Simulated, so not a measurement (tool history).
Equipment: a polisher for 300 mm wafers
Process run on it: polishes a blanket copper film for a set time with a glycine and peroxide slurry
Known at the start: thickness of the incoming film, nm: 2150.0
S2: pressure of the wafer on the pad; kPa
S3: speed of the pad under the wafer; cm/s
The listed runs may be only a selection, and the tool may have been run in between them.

run 1 hour=0.0 | flow_of_slurry_(ml/min)=235 S2=14.5 S3=88 polishing_time_(s)=101 | film_removed_(Å)=3298.4
run 2 hour=3.3 | flow_of_slurry_(ml/min)=230 S2=11.7 S3=86 polishing_time_(s)=101 | film_removed_(Å)=2886.0
run 3 hour=9.6 | flow_of_slurry_(ml/min)=230 S2=11.7 S3=100 polishing_time_(s)=101 | film_removed_(Å)=3222.0
run 4 hour=18.2 | flow_of_slurry_(ml/min)=225 S2=10.3 S3=90 polishing_time_(s)=101 | film_removed_(Å)=2799.8
run 5 hour=26.5 | flow_of_slurry_(ml/min)=220 S2=9.0 S3=84 polishing_time_(s)=101 | film_removed_(Å)=2468.1
run 6 hour=28.1 | flow_of_slurry_(ml/min)=220 S2=10.3 S3=84 polishing_time_(s)=101 | film_removed_(Å)=2626.9
run 7 hour=29.8 | flow_of_slurry_(ml/min)=210 S2=9.0 S3=80 polishing_time_(s)=101 | film_removed_(Å)=2365.0
run 8 hour=35.5 | flow_of_slurry_(ml/min)=205 S2=8.3 S3=78 polishing_time_(s)=101 | film_removed_(Å)=2249.5
run 9 hour=37.8 | flow_of_slurry_(ml/min)=200 S2=7.6 S3=78 polishing_time_(s)=101 | film_removed_(Å)=2131.9
run 10 hour=41.7 | flow_of_slurry_(ml/min)=190 S2=7.6 S3=78 polishing_time_(s)=101 | film_removed_(Å)=2101.9
run 11 hour=43.5 | flow_of_slurry_(ml/min)=185 S2=7.6 S3=78 polishing_time_(s)=101 | film_removed_(Å)=2100.1
run 12 hour=45.3 | flow_of_slurry_(ml/min)=180 S2=7.6 S3=78 polishing_time_(s)=101 | film_removed_(Å)=2084.0

The next listed run, before its measurement:
run 13 hour=48.3 | flow_of_slurry_(ml/min)=175 S2=7.6 S3=78 polishing_time_(s)=101 | film_removed_(Å)=?

film removed (Å): 2105.0
